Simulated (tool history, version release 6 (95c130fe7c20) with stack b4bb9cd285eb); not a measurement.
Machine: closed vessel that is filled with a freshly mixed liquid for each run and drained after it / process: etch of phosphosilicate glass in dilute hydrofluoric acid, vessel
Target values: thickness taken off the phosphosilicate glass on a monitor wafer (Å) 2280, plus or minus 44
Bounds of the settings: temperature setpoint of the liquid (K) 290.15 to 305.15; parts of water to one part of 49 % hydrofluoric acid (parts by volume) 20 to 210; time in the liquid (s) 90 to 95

| run | hour | temperature setpoint of the liquid (K) | parts of water to one part of 49 % hydrofluoric acid (parts by volume) | time in the liquid (s) | thickness taken off the phosphosilicate glass on a monitor wafer (Å) |
|---|---|---|---|---|---|
| 1 | 0 | 297.15 | 115 | 90 | 1431.1 |
| 2 | 6.8 | 297.15 | 115 | 90 | 1435.2 |
| 3 | 13.2 | 298.65 | 110 | 90 | 1598.1 |
| 4 | 20 | 298.65 | 110 | 95 | 1679.2 |
| 5 | 27.2 | 298.65 | 110 | 95 | 1688.1 |
| 6 | 35.2 | 299.65 | 110 | 95 | 1753.5 |
| 7 | 38.9 | 300.65 | 110 | 95 | 1823.2 |
| 8 | 45.4 | 301.15 | 110 | 95 | 1858.1 |
| 9 | 53.9 | 301.65 | 110 | 95 | 1901.2 |
| 10 | 59.4 | 302.15 | 110 | 95 | 1915.3 |
| 11 | 64.5 | 302.15 | 110 | 95 | 1939.9 |
| 12 | 70.8 | 302.65 | 110 | 95 | 1949 |
| 13 | 74.4 | 303.15 | 110 | 95 | 2014.9 |
| 14 | 83 | 303.15 | 110 | 95 | 2004.8 |
| 15 | 90.9 | 303.65 | 110 | 95 | 2043 |
| 16 | 99.3 | 304.65 | 105 | 95 | 2232.3 |
|  | 103.6 | hydrofluoric acid flow meter replaced |
| 17 | 103.6 | 305.15 | 105 | 95 | 2045.7 |
| 18 | 105.1 | 305.15 | 100 | 95 | 2163.5 |
| 19 | 111.3 | 305.15 | 100 | 95 | 2146.9 |
| 20 | 115.9 | 305.15 | 90 | 95 | 2450.7 |
| 21 | 117.1 | 304.65 | 90 | 95 | 2406.8 |
| 22 | 119.8 | 304.15 | 90 | 95 | 2353.8 |

5 candidate next runs follow, results not yet known. Just one meets every target within its allowed miss. Identify it.
| A | 122.5 | 303.15 | 90 | 95 | ? |
| B | 122.5 | 304.15 | 85 | 90 | ? |
| C | 122.5 | 302.15 | 90 | 95 | ? |
| D | 122.5 | 300.65 | 75 | 90 | ? |
| E | 122.5 | 303.15 | 85 | 95 | ? |

| move | thickness taken off the phosphosilicate glass on a monitor wafer (Å) |
|---|---|
| A | 2263.2 |
| B | 2374.8 |
| C | 2178.8 |
| D | 2386.9 |
| E | 2413.7 |
A: every result within its allowed miss
B: the biggest miss grows against the last run
C: the result that was furthest off in the last run now lies on the other side of its target
D: the biggest miss grows against the last run
E: the biggest miss grows against the last run
Go with A: it meets all targets.
